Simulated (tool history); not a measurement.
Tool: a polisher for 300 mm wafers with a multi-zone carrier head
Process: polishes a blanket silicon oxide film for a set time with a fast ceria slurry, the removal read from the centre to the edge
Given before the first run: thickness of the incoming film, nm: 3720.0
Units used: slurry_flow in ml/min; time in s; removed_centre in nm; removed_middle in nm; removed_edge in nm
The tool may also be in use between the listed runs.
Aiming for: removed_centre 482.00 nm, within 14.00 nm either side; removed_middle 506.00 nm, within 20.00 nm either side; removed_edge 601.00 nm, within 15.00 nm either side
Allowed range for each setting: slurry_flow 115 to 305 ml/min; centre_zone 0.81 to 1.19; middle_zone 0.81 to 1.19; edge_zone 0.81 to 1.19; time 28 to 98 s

run 1 hour=0.0 | slurry_flow=195 centre_zone=1.00 middle_zone=1.00 edge_zone=1.00 time=63 | removed_centre=796.47 removed_middle=781.61 removed_edge=805.08
run 2 hour=2.9 | slurry_flow=170 centre_zone=1.00 middle_zone=1.00 edge_zone=1.00 time=63 | removed_centre=775.01 removed_middle=773.40 removed_edge=789.39
run 3 hour=9.7 | slurry_flow=165 centre_zone=0.98 middle_zone=0.98 edge_zone=1.00 time=61 | removed_centre=723.18 removed_middle=727.51 removed_edge=758.05
run 4 hour=11.3 | slurry_flow=165 centre_zone=0.98 middle_zone=0.98 edge_zone=1.00 time=71 | removed_centre=847.44 removed_middle=839.81 removed_edge=877.15
run 5 hour=19.0 | slurry_flow=165 centre_zone=0.98 middle_zone=0.98 edge_zone=1.00 time=65 | removed_centre=771.39 removed_middle=772.14 removed_edge=799.96
run 6 hour=23.8 | slurry_flow=165 centre_zone=0.98 middle_zone=1.01 edge_zone=1.00 time=65 | removed_centre=770.83 removed_middle=794.67 removed_edge=792.61
run 7 hour=25.3 | slurry_flow=160 centre_zone=0.96 middle_zone=0.99 edge_zone=0.99 time=63 | removed_centre=731.13 removed_middle=742.23 removed_edge=782.01
run 8 hour=30.2 | slurry_flow=155 centre_zone=0.95 middle_zone=0.98 edge_zone=0.98 time=61 | removed_centre=700.61 removed_middle=725.90 removed_edge=740.43
run 9 hour=35.7 | slurry_flow=150 centre_zone=0.93 middle_zone=0.96 edge_zone=0.99 time=59 | removed_centre=657.62 removed_middle=674.05 removed_edge=724.33
run 10 hour=39.9 | slurry_flow=145 centre_zone=0.92 middle_zone=0.95 edge_zone=0.99 time=58 | removed_centre=637.78 removed_middle=672.17 removed_edge=701.97
run 11 hour=48.8 | slurry_flow=145 centre_zone=0.91 middle_zone=0.93 edge_zone=1.00 time=56 | removed_centre=608.40 removed_middle=634.05 removed_edge=680.40
run 12 hour=52.5 | slurry_flow=140 centre_zone=0.90 middle_zone=0.91 edge_zone=1.01 time=55 | removed_centre=587.91 removed_middle=594.84 removed_edge=675.21
run 13 hour=61.2 | slurry_flow=120 centre_zone=0.81 middle_zone=0.87 edge_zone=0.95 time=48 | removed_centre=450.00 removed_middle=474.93 removed_edge=558.83
run 14 hour=62.8 | slurry_flow=125 centre_zone=0.81 middle_zone=0.87 edge_zone=0.96 time=48 | removed_centre=446.21 removed_middle=483.39 removed_edge=558.36
run 15 hour=70.7 | slurry_flow=175 centre_zone=0.85 middle_zone=0.84 edge_zone=1.06 time=50 | removed_centre=528.71 removed_middle=517.79 removed_edge=642.48
run 16 hour=77.6 | slurry_flow=170 centre_zone=0.85 middle_zone=0.84 edge_zone=1.05 time=50 | removed_centre=531.91 removed_middle=519.68 removed_edge=626.63
run 17 hour=83.2 | slurry_flow=165 centre_zone=0.84 middle_zone=0.84 edge_zone=1.04 time=50 | removed_centre=513.50 removed_middle=529.41 removed_edge=636.18
run 18 hour=90.8 | slurry_flow=160 centre_zone=0.84 middle_zone=0.84 edge_zone=1.03 time=50 | removed_centre=508.94 removed_middle=511.49 removed_edge=622.42
run 19 hour=96.5 | slurry_flow=155 centre_zone=0.84 middle_zone=0.84 edge_zone=1.03 time=50 | removed_centre=516.25 removed_middle=518.75 removed_edge=618.85
run 20 hour=103.9 | slurry_flow=145 centre_zone=0.82 middle_zone=0.85 edge_zone=1.02 time=50 | removed_centre=494.40 removed_middle=515.79 removed_edge=614.67

Which one of the following 4 next-run settings gets every result inside its allowed miss? There is exactly one.
run A hour=111.3 | slurry_flow=115 centre_zone=0.82 middle_zone=0.84 edge_zone=0.94 time=52 | removed_centre=? removed_middle=? removed_edge=?
run B hour=111.3 | slurry_flow=120 centre_zone=0.86 middle_zone=0.88 edge_zone=0.93 time=52 | removed_centre=? removed_middle=? removed_edge=?
run C hour=111.3 | slurry_flow=150 centre_zone=0.90 middle_zone=0.89 edge_zone=1.00 time=49 | removed_centre=? removed_middle=? removed_edge=?
run D hour=111.3 | slurry_flow=140 centre_zone=0.86 middle_zone=0.83 edge_zone=0.99 time=52 | removed_centre=? removed_middle=? removed_edge=?

move=A removed_centre=485.05 removed_middle=507.15 removed_edge=593.38
move=B removed_centre=514.52 removed_middle=531.81 removed_edge=594.26
move=C removed_centre=533.56 removed_middle=528.45 removed_edge=595.94
move=D removed_centre=532.93 removed_middle=522.91 removed_edge=624.44
A: in spec on every target
B: corrects the largest miss of the last run, while another result sits out of spec
C: corrects the largest miss of the last run, while another result sits out of spec
D: the biggest miss grows against the last run
So the answer is move A, the one that meets all the targets.
